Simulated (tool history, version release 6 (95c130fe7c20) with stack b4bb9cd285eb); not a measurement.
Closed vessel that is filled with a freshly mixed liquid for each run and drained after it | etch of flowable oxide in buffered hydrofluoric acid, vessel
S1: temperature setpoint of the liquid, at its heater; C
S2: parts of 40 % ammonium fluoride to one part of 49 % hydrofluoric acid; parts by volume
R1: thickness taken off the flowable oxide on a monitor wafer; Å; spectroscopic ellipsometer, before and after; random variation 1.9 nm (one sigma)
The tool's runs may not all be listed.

run 1 hour=0 | S1=22 S2=8.5 time_in_the_liquid_(s)=95 | R1=5562.3
run 2 hour=3.5 | S1=21.5 S2=8.5 time_in_the_liquid_(s)=95 | R1=5428.7
run 3 hour=7.2 | S1=21 S2=8.5 time_in_the_liquid_(s)=95 | R1=5289
run 4 hour=8 | S1=24 S2=8.5 time_in_the_liquid_(s)=95 | R1=6231.6
run 5 hour=14.1 | S1=24 S2=8.5 time_in_the_liquid_(s)=95 | R1=6221.9
run 6 hour=20.5 | S1=23.5 S2=8.5 time_in_the_liquid_(s)=95 | R1=6110.6

Forecast run 7:
run 7 hour=25.5 | S1=23 S2=8.5 time_in_the_liquid_(s)=95 | R1=?

{"run 7": {"R1": 5892.7}}
